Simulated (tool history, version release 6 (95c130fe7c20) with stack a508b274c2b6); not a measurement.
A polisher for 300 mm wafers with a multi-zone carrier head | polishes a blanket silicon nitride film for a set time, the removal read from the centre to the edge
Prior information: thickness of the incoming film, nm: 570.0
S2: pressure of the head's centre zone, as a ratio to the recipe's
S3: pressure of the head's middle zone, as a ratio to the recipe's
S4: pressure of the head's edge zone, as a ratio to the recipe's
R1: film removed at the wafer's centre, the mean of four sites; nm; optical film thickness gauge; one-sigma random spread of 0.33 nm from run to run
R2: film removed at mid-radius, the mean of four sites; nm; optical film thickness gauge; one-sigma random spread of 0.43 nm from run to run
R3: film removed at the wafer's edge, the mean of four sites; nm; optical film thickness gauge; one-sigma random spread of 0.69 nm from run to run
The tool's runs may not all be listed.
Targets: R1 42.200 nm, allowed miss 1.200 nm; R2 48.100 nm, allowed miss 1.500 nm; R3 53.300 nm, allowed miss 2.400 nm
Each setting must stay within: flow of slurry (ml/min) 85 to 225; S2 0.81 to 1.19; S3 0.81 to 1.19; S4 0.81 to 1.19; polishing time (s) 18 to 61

run 1 hour=0.0 | flow_of_slurry_(ml/min)=145 S2=1.00 S3=1.00 S4=1.00 polishing_time_(s)=39 | R1=84.873 R2=88.745 R3=89.362
run 2 hour=6.3 | flow_of_slurry_(ml/min)=135 S2=0.97 S3=0.98 S4=0.99 polishing_time_(s)=36 | R1=74.468 R2=77.989 R3=81.625
run 3 hour=10.4 | flow_of_slurry_(ml/min)=130 S2=0.94 S3=0.97 S4=0.97 polishing_time_(s)=34 | R1=67.634 R2=73.915 R3=74.781
run 4 hour=16.5 | flow_of_slurry_(ml/min)=130 S2=0.94 S3=0.97 S4=0.97 polishing_time_(s)=39 | R1=77.289 R2=83.498 R3=85.979
run 5 hour=17.0 | flow_of_slurry_(ml/min)=130 S2=1.02 S3=0.97 S4=0.97 polishing_time_(s)=39 | R1=83.683 R2=85.655 R3=83.981
run 6 hour=21.7 | flow_of_slurry_(ml/min)=130 S2=1.02 S3=1.03 S4=0.97 polishing_time_(s)=39 | R1=83.299 R2=88.598 R3=86.402
run 7 hour=26.9 | flow_of_slurry_(ml/min)=125 S2=0.99 S3=1.01 S4=0.97 polishing_time_(s)=36 | R1=73.665 R2=79.299 R3=79.254
run 8 hour=30.1 | flow_of_slurry_(ml/min)=90 S2=0.89 S3=0.91 S4=0.89 polishing_time_(s)=25 | R1=41.937 R2=45.552 R3=49.148
run 9 hour=34.2 | flow_of_slurry_(ml/min)=90 S2=0.88 S3=0.91 S4=0.90 polishing_time_(s)=25 | R1=41.453 R2=45.808 R3=49.332
run 10 hour=38.6 | flow_of_slurry_(ml/min)=90 S2=0.88 S3=0.91 S4=0.91 polishing_time_(s)=25 | R1=41.315 R2=45.867 R3=48.809
run 11 hour=41.1 | flow_of_slurry_(ml/min)=90 S2=0.87 S3=0.90 S4=0.93 polishing_time_(s)=25 | R1=40.691 R2=45.594 R3=49.510
run 12 hour=49.0 | flow_of_slurry_(ml/min)=95 S2=0.87 S3=0.90 S4=0.94 polishing_time_(s)=25 | R1=41.756 R2=46.936 R3=50.779
run 13 hour=57.8 | flow_of_slurry_(ml/min)=95 S2=0.87 S3=0.90 S4=0.95 polishing_time_(s)=25 | R1=40.983 R2=45.385 R3=49.445
run 14 hour=65.4 | flow_of_slurry_(ml/min)=95 S2=0.86 S3=0.90 S4=0.96 polishing_time_(s)=25 | R1=40.791 R2=45.799 R3=51.363

Of the 4 settings listed for the next run, only one would bring every result within its allowed miss of target. Which one?
run A hour=73.0 | flow_of_slurry_(ml/min)=85 S2=0.91 S3=0.88 S4=0.95 polishing_time_(s)=25 | R1=? R2=? R3=?
run B hour=73.0 | flow_of_slurry_(ml/min)=85 S2=0.86 S3=0.92 S4=0.95 polishing_time_(s)=27 | R1=? R2=? R3=?
run C hour=73.0 | flow_of_slurry_(ml/min)=95 S2=0.87 S3=1.00 S4=0.94 polishing_time_(s)=24 | R1=? R2=? R3=?
run D hour=73.0 | flow_of_slurry_(ml/min)=90 S2=0.81 S3=0.95 S4=0.94 polishing_time_(s)=26 | R1=? R2=? R3=?

move=A R1=41.923 R2=43.318 R3=49.869
move=B R1=42.973 R2=48.554 R3=53.830
move=C R1=40.603 R2=48.306 R3=48.909
move=D R1=40.211 R2=49.142 R3=52.325
A: the biggest miss grows against the last run
B: in spec on every target
C: the worst result of the last run now meets its target, but another is out of spec
D: the worst result of the last run now meets its target, but another is out of spec
So the answer is move B, the one that meets all the targets.

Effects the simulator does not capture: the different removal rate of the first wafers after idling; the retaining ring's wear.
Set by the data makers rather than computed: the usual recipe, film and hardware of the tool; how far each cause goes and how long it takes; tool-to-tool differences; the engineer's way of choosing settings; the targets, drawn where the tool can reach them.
